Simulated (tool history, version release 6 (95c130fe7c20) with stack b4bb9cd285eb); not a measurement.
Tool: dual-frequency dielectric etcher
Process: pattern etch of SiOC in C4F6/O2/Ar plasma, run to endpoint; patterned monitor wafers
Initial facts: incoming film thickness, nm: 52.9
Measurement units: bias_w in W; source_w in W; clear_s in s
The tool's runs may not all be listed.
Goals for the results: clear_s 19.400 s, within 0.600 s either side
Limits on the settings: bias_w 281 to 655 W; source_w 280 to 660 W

| run | hour | bias_w | source_w | clear_s |
|---|---|---|---|---|
| 1 | 0.0 | 468 | 470 | 16.128 |
| 2 | 7.9 | 432 | 450 | 17.114 |
| 3 | 16.7 | 432 | 410 | 17.922 |
| 4 | 19.3 | 416 | 410 | 17.996 |
| 5 | 25.4 | 416 | 380 | 18.399 |
| 6 | 27.0 | 492 | 380 | 17.488 |
| 7 | 30.1 | 470 | 370 | 18.199 |
| 8 | 30.9 | 457 | 360 | 18.670 |
| 9 | 38.2 | 449 | 360 | 18.385 |
| 10 | 44.6 | 437 | 350 | 18.743 |

Consider the 5 candidate settings below. Which is the only one whose results all fall within their allowed miss of target?
| A | 51.0 | 484 | 370 | ? |
| B | 51.0 | 542 | 350 | ? |
| C | 51.0 | 464 | 360 | ? |
| D | 51.0 | 400 | 340 | ? |
| E | 51.0 | 483 | 410 | ? |

| move | clear_s |
|---|---|
| A | 17.643 |
| B | 17.348 |
| C | 18.098 |
| D | 19.469 |
| E | 16.941 |
A: the biggest miss grows against the last run
B: the biggest miss grows against the last run
C: the biggest miss grows against the last run
D: every result within its allowed miss
E: the biggest miss grows against the last run
Move D is the one to make.

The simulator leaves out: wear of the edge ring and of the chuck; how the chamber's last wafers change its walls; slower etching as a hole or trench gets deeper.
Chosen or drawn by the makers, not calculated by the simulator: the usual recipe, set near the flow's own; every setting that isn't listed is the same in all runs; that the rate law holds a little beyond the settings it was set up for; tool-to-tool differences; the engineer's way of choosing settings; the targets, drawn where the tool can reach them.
